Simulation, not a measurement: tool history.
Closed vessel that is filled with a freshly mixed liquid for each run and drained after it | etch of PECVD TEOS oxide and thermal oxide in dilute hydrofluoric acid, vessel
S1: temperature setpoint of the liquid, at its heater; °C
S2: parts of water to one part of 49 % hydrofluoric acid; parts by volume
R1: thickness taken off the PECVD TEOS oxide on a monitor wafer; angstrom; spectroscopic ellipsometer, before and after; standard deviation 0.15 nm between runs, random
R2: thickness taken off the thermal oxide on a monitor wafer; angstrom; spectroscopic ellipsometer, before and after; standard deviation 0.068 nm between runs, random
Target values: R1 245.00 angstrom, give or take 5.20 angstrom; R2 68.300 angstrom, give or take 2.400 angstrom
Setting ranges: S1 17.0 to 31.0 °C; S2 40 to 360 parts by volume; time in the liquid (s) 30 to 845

{"run": 1, "hour": 0.0, "S1": 23.0, "S2": 200, "time in the liquid (s)": 430, "R1": 310.22, "R2": 86.778}
{"run": 2, "hour": 1.2, "S1": 23.0, "S2": 175, "time in the liquid (s)": 430, "R1": 359.98, "R2": 99.859}
{"run": 3, "hour": 1.8, "S1": 24.5, "S2": 175, "time in the liquid (s)": 430, "R1": 383.73, "R2": 105.68}
{"run": 4, "hour": 9.6, "S1": 22.5, "S2": 185, "time in the liquid (s)": 430, "R1": 332.59, "R2": 91.466}
{"run": 5, "hour": 16.1, "S1": 24.5, "S2": 185, "time in the liquid (s)": 430, "R1": 360.7, "R2": 98.749}
{"run": 6, "hour": 23.7, "S1": 24.5, "S2": 230, "time in the liquid (s)": 430, "R1": 276.48, "R2": 77.661}
{"run": 7, "hour": 25.1, "S1": 23.5, "S2": 230, "time in the liquid (s)": 430, "R1": 265.38, "R2": 74.204}
{"run": 8, "hour": 32.7, "S1": 23.0, "S2": 230, "time in the liquid (s)": 430, "R1": 258.27, "R2": 72.977}
{"run": 9, "hour": 40.6, "S1": 22.5, "S2": 230, "time in the liquid (s)": 430, "R1": 255.2, "R2": 70.62}
{"run": 10, "hour": 44.1, "S1": 22.0, "S2": 230, "time in the liquid (s)": 430, "R1": 252.06, "R2": 69.801}

4 next moves are on the table. One of them brings every result within its allowed miss. Which?
{"run": "A", "hour": 47.6, "S1": 23.0, "S2": 200, "time in the liquid (s)": 340, "R1": "?", "R2": "?"}
{"run": "B", "hour": 47.6, "S1": 24.5, "S2": 305, "time in the liquid (s)": 585, "R1": "?", "R2": "?"}
{"run": "C", "hour": 47.6, "S1": 22.5, "S2": 225, "time in the liquid (s)": 425, "R1": "?", "R2": "?"}
{"run": "D", "hour": 47.6, "S1": 21.0, "S2": 210, "time in the liquid (s)": 405, "R1": "?", "R2": "?"}

move=A R1=242.94 R2=67.457
move=B R1=260.06 R2=72.211
move=C R1=258.21 R2=71.699
move=D R1=253.00 R2=70.252
A: each result inside its tolerance
B: the biggest miss grows against the last run
C: the biggest miss grows against the last run
D: the biggest miss grows against the last run
Go with A: it meets all targets.
